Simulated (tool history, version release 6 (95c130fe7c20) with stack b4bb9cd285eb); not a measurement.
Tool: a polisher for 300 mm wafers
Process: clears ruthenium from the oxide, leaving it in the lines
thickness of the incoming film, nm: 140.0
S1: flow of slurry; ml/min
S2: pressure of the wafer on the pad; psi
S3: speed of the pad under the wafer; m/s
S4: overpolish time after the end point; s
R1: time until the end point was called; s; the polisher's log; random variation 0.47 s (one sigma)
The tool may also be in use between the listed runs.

run  hour   S1   S2    S3  S4      R1
  1     0  125  2.6   1.2  48  80.202
  2   0.8  125  3.1   1.2  48  66.813
  3   3.6  125  3.5   1.2  48  60.024
  4   4.5  130  3.5   1.2  48  58.591
  5  11.4  130  3.5   1.2  52  59.203
  6  18.1  130  3.5  0.96  52  74.422
  7  20.7  135  3.6  0.98  52  68.689
     25.8  -- slurry nozzle cleaned
  8  25.8  140  3.6  0.98  52   60.29

Forecast run 9:
  9  27.6  150  3.6  0.98  52   ?

{"run 9": {"R1": 60.63}}
